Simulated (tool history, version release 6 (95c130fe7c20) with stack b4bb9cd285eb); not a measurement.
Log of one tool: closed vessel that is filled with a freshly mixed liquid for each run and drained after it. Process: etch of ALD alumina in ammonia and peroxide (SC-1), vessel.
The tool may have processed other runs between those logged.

| run | day | temperature setpoint of the liquid (K) | parts of 29 % ammonia solution to one part of 30 % peroxide (parts by volume) | time in the liquid (s) | thickness taken off the ALD alumina on a monitor wafer (Å) |
|---|---|---|---|---|---|
| 1 | 0 | 331.15 | 0.85 | 190 | 129.98 |
| 2 | 0.133 | 331.15 | 0.85 | 190 | 129.75 |
| 3 | 0.371 | 330.65 | 0.85 | 190 | 125.16 |
| 4 | 0.462 | 330.65 | 0.65 | 190 | 122.67 |
| 5 | 0.517 | 330.15 | 0.65 | 190 | 118.84 |
| 6 | 0.667 | 329.65 | 0.65 | 190 | 116.85 |
| 7 | 0.908 | 329.15 | 0.65 | 190 | 114.64 |
| 8 | 1.175 | 328.65 | 0.65 | 190 | 110.39 |

What does the tool deliver on the next run?
| 9 | 1.567 | 328.15 | 0.65 | 190 | ? |

{"run 9": {"thickness taken off the ALD alumina on a monitor wafer (Å)": 107.67}}
